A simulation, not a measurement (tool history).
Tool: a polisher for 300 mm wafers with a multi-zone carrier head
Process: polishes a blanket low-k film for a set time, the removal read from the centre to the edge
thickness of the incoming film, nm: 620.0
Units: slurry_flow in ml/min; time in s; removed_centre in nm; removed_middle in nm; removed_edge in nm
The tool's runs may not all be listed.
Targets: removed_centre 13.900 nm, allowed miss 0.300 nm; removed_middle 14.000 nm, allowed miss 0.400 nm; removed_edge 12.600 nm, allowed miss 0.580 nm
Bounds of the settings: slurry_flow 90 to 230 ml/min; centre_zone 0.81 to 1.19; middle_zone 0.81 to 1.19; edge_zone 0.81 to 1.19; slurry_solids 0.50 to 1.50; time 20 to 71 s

run  hour  slurry_flow  centre_zone  middle_zone  edge_zone  slurry_solids  time  removed_centre  removed_middle  removed_edge
  1   0.0          150         1.00         1.00       1.00           1.00    45          21.290          20.002        19.777
  2   1.9          150         0.98         1.00       0.95           0.85    44          18.601          17.736        17.524
  3   7.9          150         0.98         1.00       0.90           0.85    44          18.706          17.844        17.040
  4  10.8          165         0.98         1.00       0.90           0.85    44          18.796          18.099        17.424
  5  15.5          145         0.97         1.01       0.88           0.75    44          16.946          16.727        15.836
  6  20.0          135         0.97         1.02       0.86           0.70    44          15.816          15.381        14.617
  7  23.0          125         0.97         1.04       0.85           0.70    44          15.364          15.511        13.833
  8  32.0          115         0.96         1.03       0.84           0.70    44          14.894          15.134        13.985
  9  34.9          115         0.96         1.03       0.84           0.70    44          15.087          15.198        13.527
 10  36.0          110         0.95         1.02       0.83           0.70    44          14.318          14.837        13.589
 11  42.2          105         0.96         1.02       0.82           0.70    44          14.409          14.467        13.261
 12  44.0          100         0.96         1.02       0.82           0.70    44          14.204          14.342        13.473
 13  51.3          100         0.97         1.03       0.82           0.70    44          14.537          14.303        13.190

4 next moves are on the table. One of them brings every result within its allowed miss. Which?
  A  58.6          105         0.89         1.02       0.86           0.60    51               ?               ?             ?
  B  58.6          140         0.85         1.02       0.83           0.55    50               ?               ?             ?
  C  58.6          115         0.97         1.03       0.81           0.75    39               ?               ?             ?
  D  58.6           95         0.92         1.02       0.82           0.75    44               ?               ?             ?

move  removed_centre  removed_middle  removed_edge
   A          13.991          15.314        14.562
   B          13.344          15.133        13.828
   C          14.114          14.227        12.957
   D          14.068          14.973        14.100
A: brings the result that was furthest off to its target, and leaves another outside
B: takes the result that was furthest off past its target
C: meets every target
D: brings the result that was furthest off to its target, and leaves another outside
The right move is C.

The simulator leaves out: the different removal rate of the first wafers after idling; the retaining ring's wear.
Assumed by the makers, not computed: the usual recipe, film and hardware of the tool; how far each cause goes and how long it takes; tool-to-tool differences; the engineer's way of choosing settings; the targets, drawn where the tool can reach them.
